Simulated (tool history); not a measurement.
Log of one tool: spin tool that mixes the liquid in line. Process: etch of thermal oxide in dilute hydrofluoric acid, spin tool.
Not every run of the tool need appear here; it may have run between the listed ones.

| run | hour | temperature setpoint of the liquid (K) | parts of water to one part of 49 % hydrofluoric acid (parts by volume) | time under the liquid (s) | thickness taken off the thermal oxide on a monitor wafer (nm) |
|---|---|---|---|---|---|
| 1 | 0.0 | 299.15 | 220 | 75 | 1.4868 |
| 2 | 4.8 | 301.65 | 175 | 75 | 2.1715 |
| 3 | 6.0 | 303.65 | 175 | 75 | 2.3631 |
| 4 | 12.8 | 300.65 | 175 | 75 | 2.1304 |
| 5 | 16.8 | 302.65 | 150 | 75 | 2.7091 |
| 6 | 20.9 | 302.65 | 150 | 55 | 1.9705 |

Run 7 has not been measured yet. What should we expect?
|  | 21.9 | hydrofluoric acid flow meter replaced |
| 7 | 21.9 | 304.15 | 115 | 55 | ? |

thickness taken off the thermal oxide on a monitor wafer (nm): 3.2678

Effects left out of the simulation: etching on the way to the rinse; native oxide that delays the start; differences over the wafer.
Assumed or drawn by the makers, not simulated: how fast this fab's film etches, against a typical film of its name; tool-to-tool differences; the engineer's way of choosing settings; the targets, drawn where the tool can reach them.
